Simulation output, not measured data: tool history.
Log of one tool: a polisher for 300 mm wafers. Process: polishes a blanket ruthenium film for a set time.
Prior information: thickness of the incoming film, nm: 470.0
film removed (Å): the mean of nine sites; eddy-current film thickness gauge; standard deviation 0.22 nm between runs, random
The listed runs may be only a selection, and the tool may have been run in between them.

run  hour  flow of slurry (ml/min)  pressure of the wafer on the pad (psi)  speed of the pad under the wafer (cm/s)  polishing time (s)  film removed (Å)
  1   0.0                      255                                     1.9                                       84                  50            421.39
  2   4.4                      285                                     1.9                                       84                  50            420.07
  3   9.3                      240                                     1.9                                       84                  50            415.56
  4  14.8                      200                                     1.9                                       84                  50            406.41
  5  22.4                      195                                     1.7                                       76                  50            339.38
  6  27.4                      195                                     1.5                                       68                  50            263.18
  7  36.4                      195                                     1.4                                       66                  50            238.85
  8  40.6                      195                                     1.3                                       64                  50            216.06
  9  43.2                      195                                     0.9                                       56                  50            135.89

Run 10, settings as shown, results not yet in. Your forecast:
 10  45.0                      195                                     1.0                                       56                  50                 ?

Run 10 produced film removed (Å) 147.02.

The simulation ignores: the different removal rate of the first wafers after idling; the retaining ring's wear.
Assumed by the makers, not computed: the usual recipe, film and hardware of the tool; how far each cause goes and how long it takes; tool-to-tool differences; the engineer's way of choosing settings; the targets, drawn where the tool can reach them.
